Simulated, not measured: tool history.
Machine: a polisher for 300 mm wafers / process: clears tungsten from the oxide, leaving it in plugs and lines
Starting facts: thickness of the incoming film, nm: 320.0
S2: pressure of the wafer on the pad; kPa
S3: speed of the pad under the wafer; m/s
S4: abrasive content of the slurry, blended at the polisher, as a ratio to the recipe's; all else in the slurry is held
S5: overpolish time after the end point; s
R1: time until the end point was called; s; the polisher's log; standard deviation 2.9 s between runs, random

{"run": 1, "day": 0.0, "flow of slurry (ml/min)": 280, "S2": 15.9, "S3": 1.1, "S4": 1, "S5": 15, "R1": 103.56}
{"run": 2, "day": 0.271, "flow of slurry (ml/min)": 220, "S2": 15.9, "S3": 1.1, "S4": 1, "S5": 15, "R1": 105.14}
{"run": 3, "day": 0.633, "flow of slurry (ml/min)": 175, "S2": 15.9, "S3": 1.1, "S4": 1, "S5": 15, "R1": 104.74}
{"run": 4, "day": 0.9, "flow of slurry (ml/min)": 175, "S2": 14.5, "S3": 1.08, "S4": 1, "S5": 15, "R1": 115.93}
{"run": 5, "day": 1.017, "flow of slurry (ml/min)": 175, "S2": 14.5, "S3": 1.08, "S4": 1, "S5": 11, "R1": 118.76}
{"run": 6, "day": 1.054, "flow of slurry (ml/min)": 175, "S2": 14.5, "S3": 1.08, "S4": 1, "S5": 15, "R1": 118.84}
{"run": 7, "day": 1.196, "flow of slurry (ml/min)": 175, "S2": 13.1, "S3": 1.08, "S4": 1, "S5": 15, "R1": 132.99}
{"run": 8, "day": 1.262, "flow of slurry (ml/min)": 175, "S2": 12.4, "S3": 1.08, "S4": 1, "S5": 15, "R1": 137.18}
{"run": 9, "day": 1.592, "flow of slurry (ml/min)": 175, "S2": 11.7, "S3": 1.08, "S4": 1, "S5": 15, "R1": 145.96}
{"run": 10, "day": 1.808, "flow of slurry (ml/min)": 175, "S2": 11, "S3": 1.08, "S4": 1, "S5": 15, "R1": 149.79}

Run 11 has not been measured yet. What should we expect?
{"run": 11, "day": 1.896, "flow of slurry (ml/min)": 175, "S2": 10.3, "S3": 1.08, "S4": 1, "S5": 15, "R1": "?"}

Run 11 came out at R1 163.06 s.
